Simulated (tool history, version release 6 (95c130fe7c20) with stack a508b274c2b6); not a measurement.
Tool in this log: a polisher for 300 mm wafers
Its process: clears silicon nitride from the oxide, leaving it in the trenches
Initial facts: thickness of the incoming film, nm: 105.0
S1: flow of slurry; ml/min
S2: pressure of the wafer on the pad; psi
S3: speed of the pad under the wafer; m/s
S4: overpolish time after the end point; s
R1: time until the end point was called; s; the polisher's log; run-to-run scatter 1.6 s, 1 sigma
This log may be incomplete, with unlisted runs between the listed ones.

Run 1, hour 0.0: S1 295 ml/min, S2 2.3 psi, S3 0.94 m/s, S4 20 s. Result: R1 168.77 s.
Run 2, hour 5.4: S1 255 ml/min, S2 2.3 psi, S3 0.94 m/s, S4 20 s. Result: R1 174.09 s.
Run 3, hour 7.4: S1 265 ml/min, S2 2.4 psi, S3 0.94 m/s, S4 20 s. Result: R1 168.04 s.
Run 4, hour 15.9: S1 210 ml/min, S2 2.4 psi, S3 0.94 m/s, S4 20 s. Result: R1 171.64 s.
Run 5, hour 16.5: S1 215 ml/min, S2 2.5 psi, S3 0.94 m/s, S4 20 s. Result: R1 164.71 s.
Run 6, hour 21.4: S1 215 ml/min, S2 2.0 psi, S3 0.94 m/s, S4 20 s. Result: R1 203.59 s.
Run 7, hour 29.8: S1 225 ml/min, S2 2.2 psi, S3 0.94 m/s, S4 20 s. Result: R1 185.14 s.
Run 8, hour 35.7: S1 235 ml/min, S2 2.4 psi, S3 0.94 m/s, S4 20 s. Result: R1 173.53 s.

Forecast run 9:
Run 9, hour 39.8: S1 250 ml/min, S2 2.6 psi, S3 0.94 m/s, S4 20 s. Result: R1 ?.

R1: 156.92 s
